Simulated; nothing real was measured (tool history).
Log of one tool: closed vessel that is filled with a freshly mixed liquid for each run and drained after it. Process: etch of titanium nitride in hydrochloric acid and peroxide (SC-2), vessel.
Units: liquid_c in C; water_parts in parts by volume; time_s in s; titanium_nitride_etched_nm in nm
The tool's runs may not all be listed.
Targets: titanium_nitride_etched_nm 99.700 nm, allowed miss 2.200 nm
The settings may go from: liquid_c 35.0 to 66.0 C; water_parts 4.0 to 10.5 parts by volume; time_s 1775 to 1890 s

run,hour,liquid_c,water_parts,time_s,titanium_nitride_etched_nm
1,0.0,50.0,5.5,1775,73.556
2,3.7,51.5,5.5,1775,79.600
3,9.6,51.5,4.5,1775,93.524
4,13.3,51.5,4.5,1775,92.624
5,20.4,52.0,4.5,1775,95.659
6,23.5,49.0,4.5,1775,78.916
7,32.4,50.0,4.5,1775,83.146
# hour 35.9: chemicals flow meter replaced
8,35.9,51.0,4.5,1775,83.678
9,37.3,52.0,4.5,1775,89.945
10,39.7,52.5,4.5,1775,91.638
11,45.4,53.0,4.5,1775,94.752

Which of these 4 next moves meets every target?
A,51.1,52.0,4.0,1850,?
B,51.1,51.0,4.0,1815,?
C,51.1,52.0,5.0,1885,?
D,51.1,50.0,4.0,1865,?

move,titanium_nitride_etched_nm
A,100.420
B,92.218
C,87.699
D,88.664
A: meets every target
B: further off than the last run
C: further off than the last run
D: further off than the last run
Move A is the one to make.
